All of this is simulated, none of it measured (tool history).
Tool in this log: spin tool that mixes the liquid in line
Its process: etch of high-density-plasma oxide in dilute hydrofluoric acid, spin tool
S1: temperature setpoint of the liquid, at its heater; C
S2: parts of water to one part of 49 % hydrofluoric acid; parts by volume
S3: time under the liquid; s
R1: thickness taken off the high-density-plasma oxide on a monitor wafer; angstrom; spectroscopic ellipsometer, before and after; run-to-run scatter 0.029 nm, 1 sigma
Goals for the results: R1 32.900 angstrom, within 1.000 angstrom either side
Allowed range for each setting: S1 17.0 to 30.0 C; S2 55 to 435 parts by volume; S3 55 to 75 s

Run 1, hour 0.0: S1 22.0 C, S2 245 parts by volume, S3 75 s. Result: R1 15.270 angstrom.
Run 2, hour 5.2: S1 22.0 C, S2 245 parts by volume, S3 75 s. Result: R1 14.989 angstrom.
Run 3, hour 13.8: S1 24.0 C, S2 220 parts by volume, S3 75 s. Result: R1 18.340 angstrom.
Run 4, hour 15.6: S1 25.5 C, S2 200 parts by volume, S3 75 s. Result: R1 21.899 angstrom.
Run 5, hour 24.2: S1 28.5 C, S2 200 parts by volume, S3 75 s. Result: R1 24.616 angstrom.
Run 6, hour 24.9: S1 28.5 C, S2 135 parts by volume, S3 75 s. Result: R1 39.241 angstrom.
Run 7, hour 31.8: S1 27.5 C, S2 135 parts by volume, S3 75 s. Result: R1 38.207 angstrom.
Run 8, hour 38.3: S1 26.5 C, S2 135 parts by volume, S3 75 s. Result: R1 36.502 angstrom.
Run 9, hour 40.8: S1 26.0 C, S2 135 parts by volume, S3 75 s. Result: R1 35.728 angstrom.
Run 10, hour 42.8: S1 25.5 C, S2 135 parts by volume, S3 75 s. Result: R1 35.562 angstrom.

Next run, 4 choices. One meets every target within its allowed miss, the rest don't. Which?
Run A, hour 44.8: S1 24.0 C, S2 120 parts by volume, S3 75 s. Result: R1 ?.
Run B, hour 44.8: S1 25.0 C, S2 140 parts by volume, S3 75 s. Result: R1 ?.
Run C, hour 44.8: S1 25.0 C, S2 125 parts by volume, S3 75 s. Result: R1 ?.
Run D, hour 44.8: S1 18.0 C, S2 100 parts by volume, S3 75 s. Result: R1 ?.

move      R1
   A  38.331
   B  33.345
   C  38.024
   D  36.911
A: misses by more than the last run did
B: each result inside its tolerance
C: misses by more than the last run did
D: misses by more than the last run did
So the answer is move B, the one that meets all the targets.
